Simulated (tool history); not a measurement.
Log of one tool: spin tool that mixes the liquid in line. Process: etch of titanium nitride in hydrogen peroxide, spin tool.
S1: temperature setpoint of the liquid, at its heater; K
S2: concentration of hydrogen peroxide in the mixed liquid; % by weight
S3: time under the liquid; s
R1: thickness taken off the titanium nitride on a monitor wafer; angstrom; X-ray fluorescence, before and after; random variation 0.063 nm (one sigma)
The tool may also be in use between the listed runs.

run,day,S1,S2,S3,R1
1,0.000,316.15,18,100,39.992
2,0.121,312.15,18,100,29.631
3,0.188,312.15,18,80,23.684
4,0.462,317.65,18,80,35.792
5,0.650,312.15,18,80,23.439
6,0.983,312.15,18,100,29.568
7,1.183,316.65,18,100,41.339

Forecast run 8:
8,1.208,319.15,18,100,?

Run 8 gave R1 50.161 angstrom.
